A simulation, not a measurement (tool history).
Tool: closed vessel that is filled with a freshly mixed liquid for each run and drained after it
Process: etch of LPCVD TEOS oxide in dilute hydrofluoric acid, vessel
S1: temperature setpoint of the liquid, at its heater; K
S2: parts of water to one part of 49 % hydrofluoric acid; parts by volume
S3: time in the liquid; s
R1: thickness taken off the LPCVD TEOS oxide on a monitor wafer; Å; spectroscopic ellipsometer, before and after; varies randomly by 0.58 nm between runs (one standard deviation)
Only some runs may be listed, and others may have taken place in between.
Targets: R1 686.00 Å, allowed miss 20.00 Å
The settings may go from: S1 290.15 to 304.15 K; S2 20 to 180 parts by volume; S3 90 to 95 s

run,hour,S1,S2,S3,R1
1,0.0,296.15,100,90,366.39
2,8.4,297.15,95,90,403.35
3,10.7,297.15,125,90,292.23
4,18.6,297.15,125,90,292.78
5,25.2,297.15,140,90,252.66
6,30.0,297.15,175,90,198.64
7,31.0,298.15,155,90,234.11
8,32.9,302.15,115,90,390.75

4 next moves are on the table. One of them brings every result within its allowed miss. Which?
A,34.8,302.15,70,95,?
B,34.8,302.65,70,95,?
C,34.8,304.15,75,95,?
D,34.8,302.65,75,95,?

move,R1
A,718.30
B,732.35
C,718.62
D,678.55
A: takes the biggest miss from the last run beyond its target
B: takes the biggest miss from the last run beyond its target
C: takes the biggest miss from the last run beyond its target
D: every result lands within tolerance
Go with D: it meets all targets.
